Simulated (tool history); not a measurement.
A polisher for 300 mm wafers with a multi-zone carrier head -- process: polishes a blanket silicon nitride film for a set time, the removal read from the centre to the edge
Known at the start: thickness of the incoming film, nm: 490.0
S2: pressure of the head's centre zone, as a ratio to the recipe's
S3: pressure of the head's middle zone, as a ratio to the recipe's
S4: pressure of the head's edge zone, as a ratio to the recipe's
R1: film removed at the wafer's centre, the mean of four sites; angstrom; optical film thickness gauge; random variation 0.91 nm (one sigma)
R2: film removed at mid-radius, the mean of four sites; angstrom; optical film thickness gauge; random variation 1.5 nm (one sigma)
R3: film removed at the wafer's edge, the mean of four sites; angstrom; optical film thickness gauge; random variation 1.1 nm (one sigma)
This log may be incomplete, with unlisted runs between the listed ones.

Run 1, hour 0: flow of slurry (ml/min) 245, S2 1, S3 1, S4 1, polishing time (s) 56. Result: R1 890.8 angstrom, R2 924.12 angstrom, R3 928.82 angstrom.
Run 2, hour 4.1: flow of slurry (ml/min) 250, S2 1.02, S3 1, S4 1.05, polishing time (s) 59. Result: R1 957.39 angstrom, R2 976.34 angstrom, R3 1027.5 angstrom.
Run 3, hour 10.8: flow of slurry (ml/min) 250, S2 1.02, S3 1, S4 1.05, polishing time (s) 64. Result: R1 1034 angstrom, R2 1045.8 angstrom, R3 1096.4 angstrom.
Run 4, hour 13.9: flow of slurry (ml/min) 250, S2 1.02, S3 1, S4 1.05, polishing time (s) 50. Result: R1 815.37 angstrom, R2 832.24 angstrom, R3 842.63 angstrom.
Run 5, hour 16.6: flow of slurry (ml/min) 250, S2 1.02, S3 1, S4 1.05, polishing time (s) 45. Result: R1 737.92 angstrom, R2 743.12 angstrom, R3 760.92 angstrom.
Run 6, hour 25: flow of slurry (ml/min) 190, S2 1.02, S3 1, S4 1.05, polishing time (s) 45. Result: R1 691.4 angstrom, R2 713.86 angstrom, R3 747.91 angstrom.
Run 7, hour 33.4: flow of slurry (ml/min) 200, S2 1.04, S3 1.01, S4 1.08, polishing time (s) 52. Result: R1 827.69 angstrom, R2 826.93 angstrom, R3 886.33 angstrom.
Run 8, hour 35: flow of slurry (ml/min) 190, S2 1.06, S3 1.03, S4 1.1, polishing time (s) 56. Result: R1 907.91 angstrom, R2 920.23 angstrom, R3 946.01 angstrom.
Run 9, hour 39.2: flow of slurry (ml/min) 210, S2 1.06, S3 1.02, S4 1.13, polishing time (s) 59. Result: R1 976.53 angstrom, R2 965.43 angstrom, R3 1030.5 angstrom.
Run 10, hour 45.4: flow of slurry (ml/min) 230, S2 1.06, S3 1.02, S4 1.15, polishing time (s) 61. Result: R1 996.7 angstrom, R2 1018 angstrom, R3 1091.3 angstrom.
Run 11, hour 47: flow of slurry (ml/min) 245, S2 1.08, S3 1.01, S4 1.16, polishing time (s) 62. Result: R1 1063.1 angstrom, R2 1028.9 angstrom, R3 1133.2 angstrom.

Predict the results of run 12:
Run 12, hour 48.1: flow of slurry (ml/min) 245, S2 1.08, S3 1.01, S4 1.16, polishing time (s) 62. Result: R1 ?, R2 ?, R3 ?.

R1: 1069.7 angstrom
R2: 1022.1 angstrom
R3: 1113.6 angstrom
